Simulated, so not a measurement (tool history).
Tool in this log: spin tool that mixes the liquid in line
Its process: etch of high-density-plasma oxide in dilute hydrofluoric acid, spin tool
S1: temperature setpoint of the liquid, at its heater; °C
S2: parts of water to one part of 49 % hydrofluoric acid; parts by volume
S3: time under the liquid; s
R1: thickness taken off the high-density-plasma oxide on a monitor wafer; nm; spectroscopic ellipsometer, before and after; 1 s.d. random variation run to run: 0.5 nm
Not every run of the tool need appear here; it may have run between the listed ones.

| run | hour | S1 | S2 | S3 | R1 |
|---|---|---|---|---|---|
| 1 | 0.0 | 22.0 | 75 | 290 | 33.853 |
| 2 | 1.4 | 22.0 | 75 | 290 | 34.055 |
| 3 | 6.5 | 22.0 | 60 | 290 | 43.060 |
| 4 | 11.0 | 22.0 | 60 | 310 | 46.005 |
| 5 | 12.8 | 23.0 | 60 | 310 | 47.771 |
| 6 | 17.3 | 25.0 | 60 | 310 | 52.230 |
| 7 | 22.6 | 25.5 | 60 | 310 | 52.836 |
| 8 | 28.7 | 26.0 | 60 | 310 | 54.289 |

Run 9 comes next. What will it give?
| 9 | 32.9 | 26.5 | 60 | 310 | ? |

Run 9 measured R1 55.469 nm.
